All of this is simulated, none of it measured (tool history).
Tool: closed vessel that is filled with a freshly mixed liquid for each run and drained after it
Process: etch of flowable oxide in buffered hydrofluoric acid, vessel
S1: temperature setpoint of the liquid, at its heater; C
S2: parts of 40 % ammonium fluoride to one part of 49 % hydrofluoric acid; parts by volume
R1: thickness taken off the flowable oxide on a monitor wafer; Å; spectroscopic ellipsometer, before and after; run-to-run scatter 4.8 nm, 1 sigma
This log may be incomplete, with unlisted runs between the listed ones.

{"run": 1, "hour": 0.0, "S1": 23, "S2": 7.5, "time in the liquid (s)": 85, "R1": 4728.9}
{"run": 2, "hour": 5.0, "S1": 24, "S2": 7.5, "time in the liquid (s)": 85, "R1": 4976.3}
{"run": 3, "hour": 10.5, "S1": 22, "S2": 7.5, "time in the liquid (s)": 85, "R1": 4511.9}
{"run": 4, "hour": 15.3, "S1": 23, "S2": 7.5, "time in the liquid (s)": 85, "R1": 4733.7}
{"run": 5, "hour": 21.6, "S1": 24, "S2": 7.5, "time in the liquid (s)": 85, "R1": 5097}
{"run": 6, "hour": 22.8, "S1": 24, "S2": 7.5, "time in the liquid (s)": 95, "R1": 5592.9}

What does the tool deliver on the next run?
{"run": 7, "hour": 25.4, "S1": 24.5, "S2": 7.5, "time in the liquid (s)": 95, "R1": "?"}

Run 7 gave R1 5839.7 Å.
